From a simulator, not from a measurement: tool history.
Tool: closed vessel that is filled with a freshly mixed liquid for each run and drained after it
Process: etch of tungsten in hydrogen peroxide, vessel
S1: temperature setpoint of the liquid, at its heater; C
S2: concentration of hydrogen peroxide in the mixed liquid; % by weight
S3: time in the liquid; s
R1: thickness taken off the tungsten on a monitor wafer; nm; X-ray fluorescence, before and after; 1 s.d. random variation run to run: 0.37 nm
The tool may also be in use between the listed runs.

run    day    S1    S2  S3      R1
  1  0.000  53.0  22.5  30  35.633
  2  0.029  53.0  26.0  30  38.681
  3  0.208  53.0  22.5  30  35.418
  4  0.412  53.0  26.0  30  38.245
  5  0.571  55.0  26.0  30  43.203
  6  0.779  57.0  26.0  30  48.650
  7  1.071  58.5  26.0  30  52.956
  8  1.112  58.5  26.0  30  53.440
  9  1.300  59.5  26.0  30  56.074
 10  1.388  60.5  26.0  30  59.762

Run 11 comes next. What will it give?
 11  1.479  61.0  26.0  30   ?

For run 11 the tool returned R1 60.913 nm.
